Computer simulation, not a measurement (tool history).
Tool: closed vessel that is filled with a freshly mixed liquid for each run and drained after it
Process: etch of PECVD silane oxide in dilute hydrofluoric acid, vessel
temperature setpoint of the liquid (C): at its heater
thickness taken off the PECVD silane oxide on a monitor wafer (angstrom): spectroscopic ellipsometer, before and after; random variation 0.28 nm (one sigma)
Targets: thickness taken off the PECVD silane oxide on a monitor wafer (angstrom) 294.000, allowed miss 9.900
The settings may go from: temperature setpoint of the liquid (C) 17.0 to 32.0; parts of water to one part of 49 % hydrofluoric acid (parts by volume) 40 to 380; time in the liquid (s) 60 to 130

run,hour,temperature setpoint of the liquid (C),parts of water to one part of 49 % hydrofluoric acid (parts by volume),time in the liquid (s),thickness taken off the PECVD silane oxide on a monitor wafer (angstrom)
1,0.0,24.0,210,130,93.769
2,3.2,26.0,165,130,133.090
3,5.4,26.0,215,130,94.439
4,10.1,26.0,285,130,67.258
5,14.0,27.5,210,130,104.720
6,21.2,27.5,145,130,163.990
7,25.9,29.0,125,130,207.390
8,30.6,30.0,115,130,234.290
9,38.5,32.0,90,130,334.400
10,42.3,32.0,90,130,338.110
11,50.1,31.5,90,130,331.970
12,55.6,31.0,90,130,321.970
13,60.6,30.5,90,130,319.910
14,63.5,30.0,90,130,309.740
15,69.1,29.5,90,130,308.050

Which of these 4 next moves meets every target?
A,74.7,31.5,90,125,?
B,74.7,29.5,85,125,?
C,74.7,28.0,40,60,?
D,74.7,32.0,100,130,?

move,thickness taken off the PECVD silane oxide on a monitor wafer (angstrom)
A,318.310
B,314.820
C,323.350
D,299.040
A: further off than the last run
B: further off than the last run
C: further off than the last run
D: meets every target
Answer: D

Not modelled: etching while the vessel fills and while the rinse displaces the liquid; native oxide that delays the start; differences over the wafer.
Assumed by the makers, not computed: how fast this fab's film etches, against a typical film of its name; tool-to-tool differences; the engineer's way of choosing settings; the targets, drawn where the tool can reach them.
